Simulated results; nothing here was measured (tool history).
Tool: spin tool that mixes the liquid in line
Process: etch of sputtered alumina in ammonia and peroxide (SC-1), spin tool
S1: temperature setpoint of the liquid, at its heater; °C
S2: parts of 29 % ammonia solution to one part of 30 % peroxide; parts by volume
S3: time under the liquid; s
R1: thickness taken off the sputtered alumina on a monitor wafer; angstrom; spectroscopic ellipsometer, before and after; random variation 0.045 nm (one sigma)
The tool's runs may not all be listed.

run	hour	S1	S2	S3	R1
1	0.0	53.0	0.65	95	71.747
2	1.7	53.0	0.65	70	53.052
3	3.6	53.0	0.65	70	53.097
4	7.9	53.0	0.65	95	71.992
5	11.7	58.5	0.65	95	96.136
6	18.4	59.5	0.65	95	101.320

The next listed run, before its measurement:
7	25.6	60.5	0.65	95	?

Run 7 gave R1 106.970 angstrom.
